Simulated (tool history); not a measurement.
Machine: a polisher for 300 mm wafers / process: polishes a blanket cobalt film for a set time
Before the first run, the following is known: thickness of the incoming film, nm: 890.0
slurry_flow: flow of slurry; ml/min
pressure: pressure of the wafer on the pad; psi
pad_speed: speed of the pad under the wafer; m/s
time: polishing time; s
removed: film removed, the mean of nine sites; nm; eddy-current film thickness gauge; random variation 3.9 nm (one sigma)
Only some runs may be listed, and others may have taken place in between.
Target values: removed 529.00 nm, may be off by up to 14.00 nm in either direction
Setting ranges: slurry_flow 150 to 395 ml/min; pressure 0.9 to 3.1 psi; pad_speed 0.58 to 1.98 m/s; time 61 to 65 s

run	hour	slurry_flow	pressure	pad_speed	time	removed
1	0.0	250	2.0	1.28	61	338.45
2	2.6	255	2.2	1.28	61	369.72
3	8.4	260	2.4	1.28	61	405.76
4	9.6	260	2.4	1.12	61	360.38
5	13.5	260	2.0	1.12	61	300.75
6	14.1	260	1.8	1.12	61	275.61
7	17.8	265	2.2	1.14	61	332.13
8	23.8	265	2.4	1.16	61	370.27
9	31.0	265	2.4	1.16	61	374.01
10	33.8	270	2.6	1.16	61	396.88
11	37.3	270	2.7	1.20	61	432.76
12	41.3	290	3.1	1.20	61	490.84
13	47.3	290	3.1	1.20	61	497.01
14	48.1	290	3.1	1.22	61	502.76

Which of these 5 next moves meets every target?
A	48.9	345	3.0	1.24	61	?
B	48.9	325	2.7	1.50	65	?
C	48.9	225	2.8	1.38	65	?
D	48.9	265	3.1	1.20	62	?
E	48.9	260	3.1	1.16	63	?

move	removed
A	500.67
B	566.65
C	523.83
D	497.99
E	490.29
A: the biggest miss grows against the last run
B: takes the biggest miss from the last run beyond its target
C: hits every target within its allowed miss
D: the biggest miss grows against the last run
E: the biggest miss grows against the last run
So the answer is move C, the one that meets all the targets.

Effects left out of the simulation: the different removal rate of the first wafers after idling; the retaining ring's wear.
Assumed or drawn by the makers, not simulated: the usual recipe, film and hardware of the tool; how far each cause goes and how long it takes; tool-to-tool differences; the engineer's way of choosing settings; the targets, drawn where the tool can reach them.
